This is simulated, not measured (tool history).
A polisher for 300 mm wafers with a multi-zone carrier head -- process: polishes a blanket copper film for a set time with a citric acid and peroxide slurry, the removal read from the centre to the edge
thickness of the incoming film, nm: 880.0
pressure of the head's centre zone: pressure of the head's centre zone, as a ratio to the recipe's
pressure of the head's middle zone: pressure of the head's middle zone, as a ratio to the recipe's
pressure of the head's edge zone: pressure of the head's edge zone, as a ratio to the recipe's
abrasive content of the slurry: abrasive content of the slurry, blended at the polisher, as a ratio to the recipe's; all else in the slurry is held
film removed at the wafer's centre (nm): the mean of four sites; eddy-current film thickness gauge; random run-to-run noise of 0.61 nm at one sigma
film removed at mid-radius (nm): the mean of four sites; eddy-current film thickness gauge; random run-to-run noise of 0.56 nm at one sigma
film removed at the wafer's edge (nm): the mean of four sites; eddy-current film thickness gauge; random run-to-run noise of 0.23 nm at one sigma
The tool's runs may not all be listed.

run,day,flow of slurry (ml/min),pressure of the head's centre zone,pressure of the head's middle zone,pressure of the head's edge zone,abrasive content of the slurry,polishing time (s),film removed at the wafer's centre (nm),film removed at mid-radius (nm),film removed at the wafer's edge (nm)
1,0.000,275,1.00,1.00,1.00,1.0,40,56.605,57.024,57.356
2,0.038,275,1.04,1.00,1.00,1.0,40,58.873,58.195,57.086
3,0.408,270,1.05,0.98,0.96,0.9,37,51.859,51.375,49.848
4,0.542,265,1.08,0.94,0.93,0.8,36,51.504,45.337,45.317
5,0.821,265,1.08,0.94,0.93,0.7,36,49.040,45.050,43.645
6,1.133,265,1.08,0.94,0.93,0.7,32,43.395,38.634,39.487

Forecast run 7:
7,1.358,260,1.09,0.94,0.91,0.7,32,?,?,?

Run 7 came out at film removed at the wafer's centre (nm) 43.350, film removed at mid-radius (nm) 39.893, film removed at the wafer's edge (nm) 38.443.
